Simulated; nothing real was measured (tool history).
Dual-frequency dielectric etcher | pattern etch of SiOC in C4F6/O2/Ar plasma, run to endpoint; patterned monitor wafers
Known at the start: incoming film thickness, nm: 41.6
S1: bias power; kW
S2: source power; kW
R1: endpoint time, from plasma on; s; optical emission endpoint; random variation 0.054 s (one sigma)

run    day     S1     S2      R1
  1  0.000  0.558  0.320  15.493
  2  0.188  0.467  0.320  16.423
  3  0.521  0.490  0.320  16.196
  4  0.775  0.490  0.290  16.502
  5  0.979  0.515  0.300  16.286
  6  1.242  0.538  0.310  15.870
  7  1.421  0.557  0.310  15.531
  8  1.604  0.571  0.310  15.610
  9  1.662  0.571  0.310  15.541
 10  1.912  0.587  0.310  15.373
 11  2.262  0.601  0.310  15.198
 12  2.475  0.613  0.310  15.172
 13  2.575  0.613  0.310  15.146
 14  2.892  0.625  0.310  15.039
 15  3.017  0.636  0.310  14.987

Forecast run 16:
 16  3.150  0.646  0.310   ?

R1: 14.931 s
